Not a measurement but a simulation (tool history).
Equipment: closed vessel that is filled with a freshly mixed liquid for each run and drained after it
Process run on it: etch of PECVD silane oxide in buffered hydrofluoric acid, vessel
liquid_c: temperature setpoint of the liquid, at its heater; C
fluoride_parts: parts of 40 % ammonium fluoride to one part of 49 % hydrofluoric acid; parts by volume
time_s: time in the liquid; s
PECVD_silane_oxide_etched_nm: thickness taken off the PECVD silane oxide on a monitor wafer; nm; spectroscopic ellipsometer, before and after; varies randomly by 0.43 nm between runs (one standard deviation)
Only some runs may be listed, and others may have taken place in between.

run	day	liquid_c	fluoride_parts	time_s	PECVD_silane_oxide_etched_nm
1	0.000	20.0	18.5	30	19.535
2	0.046	22.0	16.5	30	24.045
3	0.133	23.5	15.0	30	28.083
4	0.429	24.5	13.5	30	33.887
5	0.800	25.5	13.0	30	37.507
6	0.917	26.0	13.0	30	38.231

For run 7, what comes out?
7	1.004	26.5	13.0	30	?

{"run 7": {"PECVD_silane_oxide_etched_nm": 38.492}}

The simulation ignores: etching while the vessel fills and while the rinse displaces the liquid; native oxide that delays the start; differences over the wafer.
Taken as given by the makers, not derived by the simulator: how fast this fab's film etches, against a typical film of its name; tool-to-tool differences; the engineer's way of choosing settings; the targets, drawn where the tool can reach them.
